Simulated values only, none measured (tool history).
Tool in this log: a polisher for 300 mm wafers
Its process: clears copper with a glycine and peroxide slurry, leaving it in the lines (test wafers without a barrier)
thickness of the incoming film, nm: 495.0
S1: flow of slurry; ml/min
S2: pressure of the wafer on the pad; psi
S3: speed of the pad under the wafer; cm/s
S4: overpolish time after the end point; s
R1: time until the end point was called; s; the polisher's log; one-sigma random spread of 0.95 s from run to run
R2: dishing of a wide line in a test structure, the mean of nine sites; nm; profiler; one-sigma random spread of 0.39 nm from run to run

Run 1, hour 0.0: S1 205 ml/min, S2 2.2 psi, S3 78 cm/s, S4 14 s. Result: R1 104.940 s, R2 43.014 nm.
Run 2, hour 1.9: S1 165 ml/min, S2 2.2 psi, S3 78 cm/s, S4 14 s. Result: R1 112.320 s, R2 42.256 nm.
Run 3, hour 5.7: S1 210 ml/min, S2 2.2 psi, S3 80 cm/s, S4 11 s. Result: R1 105.620 s, R2 35.569 nm.
Run 4, hour 14.2: S1 210 ml/min, S2 2.2 psi, S3 80 cm/s, S4 7 s. Result: R1 106.340 s, R2 23.264 nm.
Run 5, hour 22.8: S1 175 ml/min, S2 2.2 psi, S3 80 cm/s, S4 7 s. Result: R1 107.990 s, R2 23.013 nm.
Run 6, hour 28.6: S1 205 ml/min, S2 2.2 psi, S3 80 cm/s, S4 7 s. Result: R1 104.060 s, R2 23.076 nm.
Run 7, hour 31.8: S1 220 ml/min, S2 2.3 psi, S3 80 cm/s, S4 7 s. Result: R1 102.880 s, R2 24.791 nm.
Run 8, hour 36.0: S1 200 ml/min, S2 2.9 psi, S3 84 cm/s, S4 4 s. Result: R1 81.728 s, R2 17.681 nm.

For run 9, what comes out?
Run 9, hour 41.6: S1 205 ml/min, S2 2.8 psi, S3 86 cm/s, S4 5 s. Result: R1 ?, R2 ?.

Run 9 yielded R1 82.793 s, R2 21.620 nm.
